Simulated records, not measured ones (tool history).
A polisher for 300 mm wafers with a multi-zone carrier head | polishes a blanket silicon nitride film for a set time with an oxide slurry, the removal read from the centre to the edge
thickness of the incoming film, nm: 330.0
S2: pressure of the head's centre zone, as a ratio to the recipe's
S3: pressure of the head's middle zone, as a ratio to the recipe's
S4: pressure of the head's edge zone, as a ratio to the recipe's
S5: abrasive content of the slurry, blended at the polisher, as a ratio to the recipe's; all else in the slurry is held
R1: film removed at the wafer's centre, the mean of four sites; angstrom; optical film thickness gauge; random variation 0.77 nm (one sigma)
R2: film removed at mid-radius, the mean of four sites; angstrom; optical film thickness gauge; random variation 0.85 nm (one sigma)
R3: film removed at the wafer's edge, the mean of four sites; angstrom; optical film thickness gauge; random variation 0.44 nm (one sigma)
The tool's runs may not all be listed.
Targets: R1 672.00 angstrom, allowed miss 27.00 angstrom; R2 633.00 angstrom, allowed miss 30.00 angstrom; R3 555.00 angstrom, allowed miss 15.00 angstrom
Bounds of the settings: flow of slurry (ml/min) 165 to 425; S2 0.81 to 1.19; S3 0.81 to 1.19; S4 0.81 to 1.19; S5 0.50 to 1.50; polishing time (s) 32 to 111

Run 1, hour 0.0: flow of slurry (ml/min) 275, S2 1.00, S3 1.00, S4 1.00, S5 1.00, polishing time (s) 71. Result: R1 804.84 angstrom, R2 817.19 angstrom, R3 802.11 angstrom.
Run 2, hour 3.3: flow of slurry (ml/min) 275, S2 1.00, S3 0.92, S4 1.00, S5 1.00, polishing time (s) 71. Result: R1 806.70 angstrom, R2 759.18 angstrom, R3 804.70 angstrom.
Run 3, hour 11.6: flow of slurry (ml/min) 275, S2 1.07, S3 0.92, S4 1.00, S5 1.00, polishing time (s) 71. Result: R1 863.50 angstrom, R2 749.51 angstrom, R3 793.35 angstrom.
Run 4, hour 17.9: flow of slurry (ml/min) 275, S2 1.07, S3 0.92, S4 1.00, S5 0.90, polishing time (s) 71. Result: R1 817.18 angstrom, R2 726.40 angstrom, R3 749.25 angstrom.
Run 5, hour 24.1: flow of slurry (ml/min) 275, S2 1.07, S3 0.92, S4 0.97, S5 0.80, polishing time (s) 71. Result: R1 774.18 angstrom, R2 683.32 angstrom, R3 693.84 angstrom.
Run 6, hour 30.8: flow of slurry (ml/min) 270, S2 1.07, S3 0.93, S4 0.94, S5 0.75, polishing time (s) 71. Result: R1 743.88 angstrom, R2 649.02 angstrom, R3 682.90 angstrom.
Run 7, hour 32.0: flow of slurry (ml/min) 280, S2 1.09, S3 0.96, S4 0.95, S5 0.70, polishing time (s) 70. Result: R1 725.93 angstrom, R2 637.51 angstrom, R3 640.31 angstrom.
Run 8, hour 34.4: flow of slurry (ml/min) 285, S2 1.10, S3 0.99, S4 0.94, S5 0.65, polishing time (s) 70. Result: R1 702.53 angstrom, R2 642.37 angstrom, R3 604.63 angstrom.
Run 9, hour 43.1: flow of slurry (ml/min) 285, S2 1.10, S3 1.00, S4 0.93, S5 0.65, polishing time (s) 70. Result: R1 709.15 angstrom, R2 654.89 angstrom, R3 602.74 angstrom.
Run 10, hour 51.8: flow of slurry (ml/min) 285, S2 1.10, S3 1.00, S4 0.92, S5 0.65, polishing time (s) 70. Result: R1 705.20 angstrom, R2 630.58 angstrom, R3 602.22 angstrom.
Run 11, hour 56.4: flow of slurry (ml/min) 285, S2 1.10, S3 1.02, S4 0.91, S5 0.65, polishing time (s) 70. Result: R1 708.44 angstrom, R2 655.37 angstrom, R3 603.75 angstrom.
Run 12, hour 64.4: flow of slurry (ml/min) 285, S2 1.10, S3 1.03, S4 0.91, S5 0.65, polishing time (s) 70. Result: R1 700.34 angstrom, R2 669.66 angstrom, R3 610.26 angstrom.
Run 13, hour 69.2: flow of slurry (ml/min) 265, S2 1.10, S3 1.02, S4 0.81, S5 0.55, polishing time (s) 70. Result: R1 630.94 angstrom, R2 586.77 angstrom, R3 514.48 angstrom.
Run 14, hour 70.4: flow of slurry (ml/min) 335, S2 1.11, S3 1.04, S4 0.87, S5 0.55, polishing time (s) 70. Result: R1 642.73 angstrom, R2 619.73 angstrom, R3 535.05 angstrom.

Which of these 5 next moves meets every target?
Run A, hour 71.6: flow of slurry (ml/min) 370, S2 1.19, S3 1.07, S4 0.81, S5 0.50, polishing time (s) 75. Result: R1 ?, R2 ?, R3 ?.
Run B, hour 71.6: flow of slurry (ml/min) 325, S2 1.13, S3 0.94, S4 0.91, S5 0.65, polishing time (s) 64. Result: R1 ?, R2 ?, R3 ?.
Run C, hour 71.6: flow of slurry (ml/min) 345, S2 0.95, S3 0.86, S4 0.92, S5 0.70, polishing time (s) 65. Result: R1 ?, R2 ?, R3 ?.
Run D, hour 71.6: flow of slurry (ml/min) 400, S2 1.04, S3 1.19, S4 0.81, S5 0.65, polishing time (s) 64. Result: R1 ?, R2 ?, R3 ?.
Run E, hour 71.6: flow of slurry (ml/min) 335, S2 1.16, S3 1.09, S4 0.93, S5 0.75, polishing time (s) 59. Result: R1 ?, R2 ?, R3 ?.

move      R1      R2      R3
   A  704.78  624.08  525.59
   B  664.63  556.81  553.05
   C  593.27  550.46  591.17
   D  620.89  689.55  528.20
   E  683.71  631.40  557.67
A: further off than the last run
B: brings the result that was furthest off to its target, and leaves another outside
C: takes the result that was furthest off past its target
D: further off than the last run
E: meets every target
Move E is the one to make.
